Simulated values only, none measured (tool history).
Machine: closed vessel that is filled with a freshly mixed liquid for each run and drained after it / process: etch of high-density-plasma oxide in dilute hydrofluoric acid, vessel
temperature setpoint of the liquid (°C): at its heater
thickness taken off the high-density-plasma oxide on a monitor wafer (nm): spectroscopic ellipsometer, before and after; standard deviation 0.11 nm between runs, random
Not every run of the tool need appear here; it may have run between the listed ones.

run	hour	temperature setpoint of the liquid (°C)	parts of water to one part of 49 % hydrofluoric acid (parts by volume)	time in the liquid (s)	thickness taken off the high-density-plasma oxide on a monitor wafer (nm)
1	0.0	23.0	185	770	18.593
2	4.2	21.5	195	770	16.552
3	6.4	23.0	195	770	17.914
4	10.1	19.5	195	770	15.363
5	12.2	22.0	195	770	17.026
6	13.0	20.5	205	770	15.088
7	18.3	19.5	210	770	13.989
8	25.0	19.0	215	770	13.413
9	31.6	18.5	220	770	12.938

What does the tool deliver on the next run?
10	33.4	18.0	225	770	?

{"run 10": {"thickness taken off the high-density-plasma oxide on a monitor wafer (nm)": 12.134}}

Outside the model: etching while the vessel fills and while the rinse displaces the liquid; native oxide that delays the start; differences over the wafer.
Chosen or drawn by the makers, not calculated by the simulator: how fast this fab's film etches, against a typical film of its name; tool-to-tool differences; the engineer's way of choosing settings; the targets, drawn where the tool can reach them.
